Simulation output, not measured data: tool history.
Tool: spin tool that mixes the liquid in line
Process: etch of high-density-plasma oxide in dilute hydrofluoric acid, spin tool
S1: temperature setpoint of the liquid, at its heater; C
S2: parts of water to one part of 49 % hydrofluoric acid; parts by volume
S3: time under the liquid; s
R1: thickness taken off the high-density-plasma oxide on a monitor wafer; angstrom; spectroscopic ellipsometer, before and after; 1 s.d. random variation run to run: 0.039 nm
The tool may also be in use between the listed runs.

run  hour    S1   S2  S3      R1
  1     0    20   95  65  33.558
  2   1.4  22.5   95  65  36.718
  3   6.5    24   95  65  39.788
  4  13.1    24  130  65  27.842
  5  19.5    24  130  65  27.356
  6  21.6    24  145  65   24.02
  7  28.7    25  130  65  28.821
  8  35.7    26  120  65  32.775
  9  39.9  26.5  110  65  37.054
 10    46  26.5  110  65  36.913

Forecast run 11:
 11  49.1  27  105  65   ?

R1: 39.63 angstrom
